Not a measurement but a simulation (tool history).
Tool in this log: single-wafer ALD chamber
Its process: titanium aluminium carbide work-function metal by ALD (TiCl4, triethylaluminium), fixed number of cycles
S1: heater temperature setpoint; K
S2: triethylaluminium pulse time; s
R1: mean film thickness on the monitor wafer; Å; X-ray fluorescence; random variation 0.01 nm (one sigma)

Run 1, hour 0: S1 593.15 K, S2 15.85 s. Result: R1 24.406 Å.
Run 2, hour 8.9: S1 593.15 K, S2 12.51 s. Result: R1 24.026 Å.
Run 3, hour 11.8: S1 598.15 K, S2 12.51 s. Result: R1 24.834 Å.
Run 4, hour 14: S1 598.15 K, S2 16.36 s. Result: R1 25.095 Å.
Run 5, hour 18.5: S1 598.15 K, S2 19.52 s. Result: R1 25.019 Å.
Run 6, hour 20: S1 608.15 K, S2 19.52 s. Result: R1 25.97 Å.
Run 7, hour 24.2: S1 596.15 K, S2 16.86 s. Result: R1 24.72 Å.
Run 8, hour 30.3: S1 584.15 K, S2 11.79 s. Result: R1 22.893 Å.
Run 9, hour 33.9: S1 582.15 K, S2 11.64 s. Result: R1 22.882 Å.

Forecast run 10:
Run 10, hour 41.9: S1 580.15 K, S2 11.42 s. Result: R1 ?.

Run 10 gave R1 22.531 Å.
